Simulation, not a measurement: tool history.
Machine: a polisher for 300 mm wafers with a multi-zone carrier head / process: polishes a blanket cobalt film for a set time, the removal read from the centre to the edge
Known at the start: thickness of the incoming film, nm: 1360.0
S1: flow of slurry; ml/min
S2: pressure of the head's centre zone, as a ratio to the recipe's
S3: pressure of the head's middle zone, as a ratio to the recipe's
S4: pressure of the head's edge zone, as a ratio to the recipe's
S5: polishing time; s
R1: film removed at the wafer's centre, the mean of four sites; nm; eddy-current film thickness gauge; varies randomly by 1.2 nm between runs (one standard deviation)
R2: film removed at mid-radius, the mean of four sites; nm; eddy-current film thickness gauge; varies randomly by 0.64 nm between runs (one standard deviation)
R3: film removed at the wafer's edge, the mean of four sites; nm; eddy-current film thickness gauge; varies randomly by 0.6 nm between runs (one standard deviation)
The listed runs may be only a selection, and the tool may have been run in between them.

run  hour   S1    S2    S3    S4  S5       R1      R2      R3
  1   0.0  185  1.00  1.00  1.00  33   96.229  96.844  96.475
  2   2.4  185  1.00  0.94  1.00  33   99.117  90.197  95.114
  3  10.8  185  1.08  0.94  1.00  33  106.000  89.772  97.175
  4  12.1  185  1.08  1.02  1.00  33  104.990  98.737  97.301
  5  20.4  190  1.09  1.02  0.97  31   98.781  92.338  91.151
  6  27.6  190  1.11  1.03  0.94  30   98.424  89.961  84.990
  7  35.5  145  1.08  0.98  0.84  25   75.522  69.486  65.041

What does the tool deliver on the next run?
  8  42.6  145  1.08  0.98  0.84  25   ?   ?   ?

{"run 8": {"R1": 77.202, "R2": 68.81, "R3": 65.523}}
